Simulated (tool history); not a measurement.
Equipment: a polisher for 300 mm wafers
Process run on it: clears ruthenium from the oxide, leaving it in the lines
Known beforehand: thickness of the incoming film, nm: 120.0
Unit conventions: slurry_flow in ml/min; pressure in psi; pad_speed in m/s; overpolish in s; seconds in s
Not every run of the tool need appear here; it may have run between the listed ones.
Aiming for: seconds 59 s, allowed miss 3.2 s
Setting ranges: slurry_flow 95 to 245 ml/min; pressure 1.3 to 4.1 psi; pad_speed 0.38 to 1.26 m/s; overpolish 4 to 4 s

| run | hour | slurry_flow | pressure | pad_speed | overpolish | seconds |
|---|---|---|---|---|---|---|
| 1 | 0 | 155 | 2.7 | 0.82 | 4 | 101.69 |
| 2 | 3.5 | 135 | 2.7 | 0.82 | 4 | 102.19 |
| 3 | 5.2 | 135 | 2.7 | 0.9 | 4 | 95.539 |
| 4 | 12.5 | 135 | 2.2 | 0.9 | 4 | 114.16 |
| 5 | 17 | 135 | 2.4 | 0.9 | 4 | 104.88 |
| 6 | 19 | 105 | 2.4 | 0.9 | 4 | 112.53 |
| 7 | 20 | 110 | 2.6 | 0.9 | 4 | 101.77 |
| 8 | 28.4 | 115 | 2.8 | 0.9 | 4 | 95.375 |

Exactly one of the 4 candidate moves below puts every result within its allowed miss. Which one?
| A | 36.8 | 110 | 3.4 | 1.08 | 4 | ? |
| B | 36.8 | 165 | 3.6 | 1.08 | 4 | ? |
| C | 36.8 | 145 | 3.5 | 1.24 | 4 | ? |
| D | 36.8 | 140 | 3.7 | 1.24 | 4 | ? |

| move | seconds |
|---|---|
| A | 66.251 |
| B | 59.11 |
| C | 54.002 |
| D | 51.399 |
A: nearer than the last run, and not there yet
B: every result within its allowed miss
C: the result that was furthest off in the last run now lies on the other side of its target
D: the result that was furthest off in the last run now lies on the other side of its target
The move that meets every target is B.
